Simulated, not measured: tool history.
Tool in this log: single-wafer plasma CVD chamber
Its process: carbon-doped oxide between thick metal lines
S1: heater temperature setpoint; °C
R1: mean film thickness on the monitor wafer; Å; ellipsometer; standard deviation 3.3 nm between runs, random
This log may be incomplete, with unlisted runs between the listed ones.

Run 1, hour 0.0: S1 350 °C, chamber pressure (Pa) 752, RF power (W) 435, deposition time (s) 202. Result: R1 8927.8 Å.
Run 2, hour 6.6: S1 341 °C, chamber pressure (Pa) 752, RF power (W) 435, deposition time (s) 202. Result: R1 9133.4 Å.
Run 3, hour 8.2: S1 348 °C, chamber pressure (Pa) 752, RF power (W) 435, deposition time (s) 202. Result: R1 8954.2 Å.
Run 4, hour 11.8: S1 340 °C, chamber pressure (Pa) 752, RF power (W) 435, deposition time (s) 202. Result: R1 9208.0 Å.
Run 5, hour 20.7: S1 342 °C, chamber pressure (Pa) 724, RF power (W) 420, deposition time (s) 202. Result: R1 8901.4 Å.
Run 6, hour 22.5: S1 344 °C, chamber pressure (Pa) 708, RF power (W) 405, deposition time (s) 202. Result: R1 8561.3 Å.
Run 7, hour 29.9: S1 346 °C, chamber pressure (Pa) 685, RF power (W) 400, deposition time (s) 202. Result: R1 8389.8 Å.
Run 8, hour 31.3: S1 348 °C, chamber pressure (Pa) 663, RF power (W) 395, deposition time (s) 202. Result: R1 8206.0 Å.
Run 9, hour 32.2: S1 349 °C, chamber pressure (Pa) 644, RF power (W) 390, deposition time (s) 202. Result: R1 8096.2 Å.

Expected results for the next run?
Run 10, hour 39.7: S1 350 °C, chamber pressure (Pa) 628, RF power (W) 385, deposition time (s) 202. Result: R1 ?.

Run 10 gave R1 7908.8 Å.

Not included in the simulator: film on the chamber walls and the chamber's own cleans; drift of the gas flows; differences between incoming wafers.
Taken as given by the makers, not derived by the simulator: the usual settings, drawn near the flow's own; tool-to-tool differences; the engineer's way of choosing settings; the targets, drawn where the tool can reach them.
